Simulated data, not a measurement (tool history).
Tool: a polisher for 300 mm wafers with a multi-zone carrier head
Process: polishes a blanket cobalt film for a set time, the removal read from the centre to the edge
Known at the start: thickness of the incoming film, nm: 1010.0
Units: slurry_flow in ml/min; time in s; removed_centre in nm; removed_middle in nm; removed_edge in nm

| run | hour | slurry_flow | centre_zone | middle_zone | edge_zone | time | removed_centre | removed_middle | removed_edge |
|---|---|---|---|---|---|---|---|---|---|
| 1 | 0.0 | 140 | 1.00 | 1.00 | 1.00 | 48 | 252.95 | 268.87 | 262.47 |
| 2 | 3.4 | 140 | 1.00 | 0.95 | 1.00 | 48 | 246.43 | 257.43 | 256.49 |
| 3 | 11.1 | 140 | 1.00 | 0.95 | 1.00 | 60 | 319.31 | 319.45 | 335.07 |
| 4 | 17.1 | 140 | 1.00 | 0.95 | 0.93 | 60 | 310.62 | 322.31 | 317.07 |
| 5 | 25.0 | 170 | 1.00 | 0.95 | 0.93 | 60 | 328.76 | 329.61 | 321.47 |
| 6 | 26.0 | 170 | 1.00 | 1.01 | 0.93 | 60 | 326.61 | 348.99 | 329.14 |
| 7 | 34.1 | 160 | 1.01 | 0.99 | 0.98 | 60 | 320.48 | 338.99 | 338.62 |
|  | 38.5 | centre zone pressure recalibrated |
| 8 | 38.5 | 155 | 1.03 | 0.97 | 1.00 | 60 | 357.13 | 328.25 | 333.99 |

The next listed run, before its measurement:
| 9 | 39.1 | 150 | 1.02 | 0.96 | 1.03 | 60 | ? | ? | ? |

{"run 9": {"removed_centre": 351.28, "removed_middle": 323.27, "removed_edge": 336.74}}
